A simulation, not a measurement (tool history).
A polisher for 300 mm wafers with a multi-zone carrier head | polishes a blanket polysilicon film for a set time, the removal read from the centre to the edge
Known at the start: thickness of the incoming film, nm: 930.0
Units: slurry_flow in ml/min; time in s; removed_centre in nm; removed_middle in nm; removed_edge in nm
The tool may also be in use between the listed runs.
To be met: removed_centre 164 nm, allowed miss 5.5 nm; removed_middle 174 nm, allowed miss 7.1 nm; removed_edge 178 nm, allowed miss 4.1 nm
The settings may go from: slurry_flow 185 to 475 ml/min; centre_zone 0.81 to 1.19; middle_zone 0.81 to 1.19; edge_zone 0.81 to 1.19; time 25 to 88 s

run	hour	slurry_flow	centre_zone	middle_zone	edge_zone	time	removed_centre	removed_middle	removed_edge
1	0	305	1	1	1	56	295.61	294.08	292.17
2	7.9	295	0.95	0.97	0.96	48	246.46	242.63	244.91
3	15.4	295	0.91	0.97	0.96	48	238.09	242.9	245.38
4	24.1	295	0.91	1	0.96	48	239.74	251.38	244.95
5	29.5	280	0.88	0.98	0.95	43	207.58	220.93	219.88
6	32.1	260	0.86	0.96	0.92	40	190.31	199.69	198.65
7	34.4	245	0.84	0.95	0.92	39	182.58	190.8	192.58
8	42.6	230	0.81	0.94	0.93	34	151.88	164.07	169.59
9	45	315	0.83	0.95	0.95	34	159.05	170.86	173.39

Which of these 4 next moves meets every target?
A	47.4	315	0.81	0.96	0.96	33	?	?	?
B	47.4	205	0.83	0.93	0.91	36	?	?	?
C	47.4	235	0.93	1	0.91	34	?	?	?
D	47.4	300	0.89	0.89	0.91	34	?	?	?

move	removed_centre	removed_middle	removed_edge
A	149.96	167.5	170.25
B	162.05	173.5	177.78
C	168.83	175.5	168.78
D	165.58	161.52	170.88
A: further off than the last run
B: meets every target
C: further off than the last run
D: further off than the last run
The right move is B.

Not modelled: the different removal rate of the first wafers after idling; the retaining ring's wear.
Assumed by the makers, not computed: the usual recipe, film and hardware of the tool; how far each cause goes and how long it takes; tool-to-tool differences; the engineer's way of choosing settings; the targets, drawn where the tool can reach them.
